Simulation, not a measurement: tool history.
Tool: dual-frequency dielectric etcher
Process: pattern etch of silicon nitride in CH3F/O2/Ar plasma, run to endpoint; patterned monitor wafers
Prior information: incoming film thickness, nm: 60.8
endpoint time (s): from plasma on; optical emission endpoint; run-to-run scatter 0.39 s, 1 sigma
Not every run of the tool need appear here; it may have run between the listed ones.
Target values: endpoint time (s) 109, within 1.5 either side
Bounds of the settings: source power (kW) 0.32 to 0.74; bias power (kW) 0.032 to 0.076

Run 1, day 0: source power (kW) 0.53, bias power (kW) 0.054. Result: endpoint time (s) 90.061.
Run 2, day 0.138: source power (kW) 0.53, bias power (kW) 0.049. Result: endpoint time (s) 91.77.
Run 3, day 0.458: source power (kW) 0.53, bias power (kW) 0.059. Result: endpoint time (s) 88.793.
Run 4, day 0.554: source power (kW) 0.49, bias power (kW) 0.059. Result: endpoint time (s) 91.471.
Run 5, day 0.646: source power (kW) 0.58, bias power (kW) 0.059. Result: endpoint time (s) 85.487.
Run 6, day 0.671: source power (kW) 0.54, bias power (kW) 0.057. Result: endpoint time (s) 89.169.
Run 7, day 1.021: source power (kW) 0.44, bias power (kW) 0.048. Result: endpoint time (s) 99.575.
Run 8, day 1.112: source power (kW) 0.42, bias power (kW) 0.048. Result: endpoint time (s) 101.29.
Run 9, day 1.2: source power (kW) 0.41, bias power (kW) 0.048. Result: endpoint time (s) 101.66.
Run 10, day 1.354: source power (kW) 0.41, bias power (kW) 0.048. Result: endpoint time (s) 101.89.
Run 11, day 1.683: source power (kW) 0.4, bias power (kW) 0.048. Result: endpoint time (s) 102.31.
Run 12, day 1.8: source power (kW) 0.32, bias power (kW) 0.046. Result: endpoint time (s) 112.5.

Of the 4 settings listed for the next run, only one would bring every result within its allowed miss of target. Which one?
Run A, day 1.917: source power (kW) 0.32, bias power (kW) 0.045. Result: endpoint time (s) ?.
Run B, day 1.917: source power (kW) 0.37, bias power (kW) 0.041. Result: endpoint time (s) ?.
Run C, day 1.917: source power (kW) 0.36, bias power (kW) 0.032. Result: endpoint time (s) ?.
Run D, day 1.917: source power (kW) 0.38, bias power (kW) 0.047. Result: endpoint time (s) ?.

move  endpoint time (s)
   A             113.49
   B              109.4
   C              115.4
   D             105.49
A: further off than the last run
B: in spec on every target
C: further off than the last run
D: moves the result that the last run missed by most past its target, out the other side
B meets every target.
